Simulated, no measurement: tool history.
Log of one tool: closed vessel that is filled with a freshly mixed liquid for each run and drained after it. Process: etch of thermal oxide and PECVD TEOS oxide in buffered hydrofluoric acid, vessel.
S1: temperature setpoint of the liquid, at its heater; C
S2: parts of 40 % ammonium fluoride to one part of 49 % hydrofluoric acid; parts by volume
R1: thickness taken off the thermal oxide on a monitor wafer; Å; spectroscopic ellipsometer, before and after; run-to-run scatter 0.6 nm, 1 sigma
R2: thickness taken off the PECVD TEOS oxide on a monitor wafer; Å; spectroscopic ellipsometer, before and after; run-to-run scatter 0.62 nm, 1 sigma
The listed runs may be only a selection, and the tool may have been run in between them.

run 1 hour=0.0 | S1=21.0 S2=22.5 time_in_the_liquid_(s)=125 | R1=531.51 R2=1081.30
run 2 hour=1.5 | S1=22.0 S2=22.5 time_in_the_liquid_(s)=125 | R1=562.41 R2=1141.80
run 3 hour=2.6 | S1=19.5 S2=22.5 time_in_the_liquid_(s)=125 | R1=495.17 R2=999.32
run 4 hour=9.2 | S1=20.5 S2=22.5 time_in_the_liquid_(s)=125 | R1=524.50 R2=1049.20
run 5 hour=12.7 | S1=21.5 S2=22.5 time_in_the_liquid_(s)=125 | R1=556.69 R2=1111.50
run 6 hour=15.3 | S1=21.5 S2=25.5 time_in_the_liquid_(s)=125 | R1=503.41 R2=1016.80
run 7 hour=23.4 | S1=22.5 S2=25.5 time_in_the_liquid_(s)=125 | R1=527.97 R2=1075.90
run 8 hour=24.7 | S1=23.5 S2=25.5 time_in_the_liquid_(s)=125 | R1=568.19 R2=1141.80
run 9 hour=25.3 | S1=24.0 S2=25.5 time_in_the_liquid_(s)=125 | R1=581.38 R2=1171.50

For run 10, what comes out?
run 10 hour=26.2 | S1=27.5 S2=25.5 time_in_the_liquid_(s)=125 | R1=? R2=?

Run 10 yielded R1 704.82 Å, R2 1420.30 Å.

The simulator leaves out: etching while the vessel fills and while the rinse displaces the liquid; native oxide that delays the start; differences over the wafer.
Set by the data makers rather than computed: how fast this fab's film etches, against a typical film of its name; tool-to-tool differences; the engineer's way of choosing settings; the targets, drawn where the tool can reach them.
